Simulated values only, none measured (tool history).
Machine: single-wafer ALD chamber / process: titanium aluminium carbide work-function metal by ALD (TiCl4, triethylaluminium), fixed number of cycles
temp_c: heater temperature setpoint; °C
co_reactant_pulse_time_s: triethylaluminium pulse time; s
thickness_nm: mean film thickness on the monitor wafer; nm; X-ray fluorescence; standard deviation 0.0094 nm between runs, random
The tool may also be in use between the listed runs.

run,day,temp_c,co_reactant_pulse_time_s,thickness_nm
1,0,305,9.64,2.148
2,0.296,301,8.92,2.0928
3,0.612,292,8.92,2.0013
4,0.846,292,10.44,2.0388
5,1.004,290,9.79,2.0136
6,1.1,288,9.15,1.9748
7,1.346,287,8.67,1.9392
8,1.675,287,8.67,1.9381

Predict the results of run 9:
9,1.775,286,8.48,?

Run 9 came out at thickness_nm 1.9141 nm.
